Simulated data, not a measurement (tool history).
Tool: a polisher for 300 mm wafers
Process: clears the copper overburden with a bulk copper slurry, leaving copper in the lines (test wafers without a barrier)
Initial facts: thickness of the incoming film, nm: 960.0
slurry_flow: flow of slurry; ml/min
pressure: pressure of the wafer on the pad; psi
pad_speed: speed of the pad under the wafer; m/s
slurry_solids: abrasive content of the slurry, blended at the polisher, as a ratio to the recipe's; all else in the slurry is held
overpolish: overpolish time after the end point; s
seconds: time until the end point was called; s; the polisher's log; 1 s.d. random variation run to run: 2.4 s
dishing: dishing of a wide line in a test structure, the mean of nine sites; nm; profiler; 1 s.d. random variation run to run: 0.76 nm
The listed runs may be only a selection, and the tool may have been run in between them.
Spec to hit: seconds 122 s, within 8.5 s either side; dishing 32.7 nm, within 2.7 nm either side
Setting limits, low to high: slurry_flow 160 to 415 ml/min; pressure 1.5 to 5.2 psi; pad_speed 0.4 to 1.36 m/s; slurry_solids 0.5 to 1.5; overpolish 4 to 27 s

Run 1, hour 0: slurry_flow 265 ml/min, pressure 3.3 psi, pad_speed 0.88 m/s, slurry_solids 1, overpolish 14 s. Result: seconds 120.18 s, dishing 62.397 nm.
Run 2, hour 5.8: slurry_flow 265 ml/min, pressure 3.3 psi, pad_speed 0.88 m/s, slurry_solids 1, overpolish 16 s. Result: seconds 115.64 s, dishing 70.708 nm.
Run 3, hour 8.2: slurry_flow 265 ml/min, pressure 3.3 psi, pad_speed 0.88 m/s, slurry_solids 1, overpolish 13 s. Result: seconds 119.6 s, dishing 61.178 nm.
Run 4, hour 10.1: slurry_flow 265 ml/min, pressure 3 psi, pad_speed 0.94 m/s, slurry_solids 1, overpolish 10 s. Result: seconds 121.56 s, dishing 50.337 nm.
Run 5, hour 18.8: slurry_flow 265 ml/min, pressure 3 psi, pad_speed 0.94 m/s, slurry_solids 1, overpolish 14 s. Result: seconds 120.68 s, dishing 62.357 nm.
Run 6, hour 27.7: slurry_flow 265 ml/min, pressure 2.8 psi, pad_speed 0.98 m/s, slurry_solids 1, overpolish 11 s. Result: seconds 126.15 s, dishing 51.179 nm.
Run 7, hour 29.7: slurry_flow 265 ml/min, pressure 2.8 psi, pad_speed 0.98 m/s, slurry_solids 1, overpolish 11 s. Result: seconds 120.61 s, dishing 52.721 nm.
Run 8, hour 32.9: slurry_flow 265 ml/min, pressure 2.5 psi, pad_speed 1.04 m/s, slurry_solids 1, overpolish 9 s. Result: seconds 130.51 s, dishing 42.101 nm.
Run 9, hour 39.8: slurry_flow 265 ml/min, pressure 2.5 psi, pad_speed 1.08 m/s, slurry_solids 1, overpolish 8 s. Result: seconds 129.8 s, dishing 40.27 nm.
Run 10, hour 41.7: slurry_flow 265 ml/min, pressure 2.5 psi, pad_speed 1.12 m/s, slurry_solids 1, overpolish 7 s. Result: seconds 119.98 s, dishing 35.452 nm.

4 candidate next runs follow, results not yet known. Just one meets every target within its allowed miss. Identify it.
Run A, hour 43.6: slurry_flow 255 ml/min, pressure 2.6 psi, pad_speed 1.22 m/s, slurry_solids 0.8, overpolish 8 s. Result: seconds ?, dishing ?.
Run B, hour 43.6: slurry_flow 255 ml/min, pressure 2.4 psi, pad_speed 1.14 m/s, slurry_solids 1.1, overpolish 8 s. Result: seconds ?, dishing ?.
Run C, hour 43.6: slurry_flow 310 ml/min, pressure 2.7 psi, pad_speed 0.96 m/s, slurry_solids 1, overpolish 9 s. Result: seconds ?, dishing ?.
Run D, hour 43.6: slurry_flow 310 ml/min, pressure 2.5 psi, pad_speed 1.12 m/s, slurry_solids 1.05, overpolish 6 s. Result: seconds ?, dishing ?.

move  seconds  dishing
   A   109.55   43.612
   B   118.17   40.921
   C   125.69   43.042
   D   115.27   33.149
A: its largest miss is bigger than the last run's
B: its largest miss is bigger than the last run's
C: its largest miss is bigger than the last run's
D: each result inside its tolerance
The right move is D.

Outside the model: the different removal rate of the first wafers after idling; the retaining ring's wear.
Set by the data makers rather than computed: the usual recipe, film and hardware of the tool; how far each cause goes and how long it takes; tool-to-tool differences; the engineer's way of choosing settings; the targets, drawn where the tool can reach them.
